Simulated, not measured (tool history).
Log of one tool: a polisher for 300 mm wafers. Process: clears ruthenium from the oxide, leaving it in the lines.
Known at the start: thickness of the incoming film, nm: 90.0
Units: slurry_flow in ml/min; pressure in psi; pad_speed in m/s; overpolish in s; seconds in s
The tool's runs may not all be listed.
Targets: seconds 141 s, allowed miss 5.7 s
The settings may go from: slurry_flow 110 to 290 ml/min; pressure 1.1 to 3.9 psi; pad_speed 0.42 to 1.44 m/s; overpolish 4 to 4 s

run 1 hour=0 | slurry_flow=185 pressure=2.5 pad_speed=0.92 overpolish=4 | seconds=80.81
run 2 hour=7.5 | slurry_flow=185 pressure=2.2 pad_speed=0.92 overpolish=4 | seconds=93.062
run 3 hour=13.7 | slurry_flow=185 pressure=2 pad_speed=0.92 overpolish=4 | seconds=98.182
run 4 hour=20.3 | slurry_flow=185 pressure=1.8 pad_speed=0.92 overpolish=4 | seconds=106.96
run 5 hour=25.3 | slurry_flow=140 pressure=1.8 pad_speed=0.92 overpolish=4 | seconds=112.87
run 6 hour=32.2 | slurry_flow=140 pressure=1.7 pad_speed=0.92 overpolish=4 | seconds=118.56
run 7 hour=38.4 | slurry_flow=135 pressure=1.6 pad_speed=0.92 overpolish=4 | seconds=124.4
run 8 hour=47.1 | slurry_flow=135 pressure=1.5 pad_speed=0.92 overpolish=4 | seconds=128.94

Which of these 5 next moves meets every target?
run A hour=55.8 | slurry_flow=115 pressure=1.7 pad_speed=0.88 overpolish=4 | seconds=?
run B hour=55.8 | slurry_flow=150 pressure=1.8 pad_speed=0.84 overpolish=4 | seconds=?
run C hour=55.8 | slurry_flow=115 pressure=1.5 pad_speed=0.88 overpolish=4 | seconds=?
run D hour=55.8 | slurry_flow=165 pressure=1.7 pad_speed=0.98 overpolish=4 | seconds=?
run E hour=55.8 | slurry_flow=110 pressure=1.7 pad_speed=1.06 overpolish=4 | seconds=?

move=A seconds=127.62
move=B seconds=119.99
move=C seconds=140.39
move=D seconds=106.11
move=E seconds=107.85
A: further off than the last run
B: further off than the last run
C: meets every target
D: further off than the last run
E: further off than the last run
Answer: C
